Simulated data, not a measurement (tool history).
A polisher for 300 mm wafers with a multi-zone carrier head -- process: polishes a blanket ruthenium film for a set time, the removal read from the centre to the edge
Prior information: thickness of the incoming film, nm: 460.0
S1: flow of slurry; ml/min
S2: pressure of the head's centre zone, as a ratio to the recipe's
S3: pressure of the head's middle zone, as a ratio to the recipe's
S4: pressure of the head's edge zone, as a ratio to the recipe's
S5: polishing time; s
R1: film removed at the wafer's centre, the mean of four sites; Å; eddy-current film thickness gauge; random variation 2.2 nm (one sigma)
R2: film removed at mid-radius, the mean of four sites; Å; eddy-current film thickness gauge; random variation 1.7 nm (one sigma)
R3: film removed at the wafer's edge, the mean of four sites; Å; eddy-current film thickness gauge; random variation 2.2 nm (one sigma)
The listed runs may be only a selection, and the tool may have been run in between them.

run 1 hour=0 | S1=165 S2=1 S3=1 S4=1 S5=84 | R1=1066.4 R2=1059.7 R3=1044.1
run 2 hour=6.9 | S1=170 S2=1.01 S3=1.02 S4=1.01 S5=88 | R1=1175.2 R2=1117.3 R3=1110.1
run 3 hour=10.2 | S1=170 S2=1.01 S3=1.02 S4=1.01 S5=105 | R1=1354.4 R2=1340.9 R3=1333.4
run 4 hour=13.5 | S1=170 S2=1.01 S3=0.97 S4=1.01 S5=105 | R1=1389.5 R2=1310.4 R3=1325.5
run 5 hour=21.6 | S1=170 S2=1.01 S3=0.97 S4=1.05 S5=105 | R1=1332.8 R2=1291.8 R3=1338.3
run 6 hour=22.2 | S1=170 S2=1.01 S3=1 S4=1.05 S5=105 | R1=1361.5 R2=1308.5 R3=1358.5
run 7 hour=25.9 | S1=175 S2=1.01 S3=1.02 S4=1.04 S5=107 | R1=1383.4 R2=1392.9 R3=1404.3
run 8 hour=34.9 | S1=180 S2=1.02 S3=1.04 S4=1.04 S5=108 | R1=1426.8 R2=1424.1 R3=1367.9
run 9 hour=41.1 | S1=180 S2=1.02 S3=1.05 S4=1.04 S5=110 | R1=1489.4 R2=1444.9 R3=1403.9

Run 10 comes next. What will it give?
run 10 hour=46.4 | S1=185 S2=1.02 S3=1.06 S4=1.04 S5=112 | R1=? R2=? R3=?

R1: 1496.3 Å
R2: 1495.5 Å
R3: 1488.1 Å
